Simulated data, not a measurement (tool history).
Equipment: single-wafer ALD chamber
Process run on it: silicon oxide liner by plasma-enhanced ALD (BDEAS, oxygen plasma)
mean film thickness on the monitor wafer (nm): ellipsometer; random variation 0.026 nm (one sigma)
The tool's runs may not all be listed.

run,hour,heater temperature setpoint (deg C),number of ALD cycles (cycles),mean film thickness on the monitor wafer (nm)
1,0,320,58,5.5715
2,2.6,314,58,5.6671
3,5.8,314,54,5.2829
4,7.5,317,52,5.0439
5,10.9,312,52,5.0478
6,14.5,316,52,5.0739
7,19.8,316,51,4.9313
8,24,317,50,4.8164

The next listed run, before its measurement:
9,24.9,318,50,?

{"run 9": {"mean film thickness on the monitor wafer (nm)": 4.8369}}
